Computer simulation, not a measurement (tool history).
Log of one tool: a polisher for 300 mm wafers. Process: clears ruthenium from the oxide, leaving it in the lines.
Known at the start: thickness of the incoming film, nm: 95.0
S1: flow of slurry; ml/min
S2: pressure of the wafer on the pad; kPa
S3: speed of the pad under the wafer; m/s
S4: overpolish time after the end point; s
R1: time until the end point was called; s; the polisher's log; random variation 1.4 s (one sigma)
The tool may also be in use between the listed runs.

Run 1, hour 0.0: S1 220 ml/min, S2 11.0 kPa, S3 1.22 m/s, S4 8 s. Result: R1 107.04 s.
Run 2, hour 6.6: S1 220 ml/min, S2 9.7 kPa, S3 1.22 m/s, S4 8 s. Result: R1 123.05 s.
Run 3, hour 15.4: S1 245 ml/min, S2 9.7 kPa, S3 1.22 m/s, S4 8 s. Result: R1 119.81 s.
Run 4, hour 24.3: S1 245 ml/min, S2 9.7 kPa, S3 1.22 m/s, S4 8 s. Result: R1 119.66 s.
Run 5, hour 32.9: S1 235 ml/min, S2 9.0 kPa, S3 1.22 m/s, S4 8 s. Result: R1 131.34 s.
Run 6, hour 42.0: S1 225 ml/min, S2 9.0 kPa, S3 1.22 m/s, S4 8 s. Result: R1 131.27 s.
Run 7, hour 45.9: S1 215 ml/min, S2 8.3 kPa, S3 1.22 m/s, S4 8 s. Result: R1 142.36 s.

Run 8 comes next. What will it give?
Run 8, hour 54.3: S1 205 ml/min, S2 8.3 kPa, S3 1.22 m/s, S4 8 s. Result: R1 ?.

Run 8 gave R1 144.29 s.
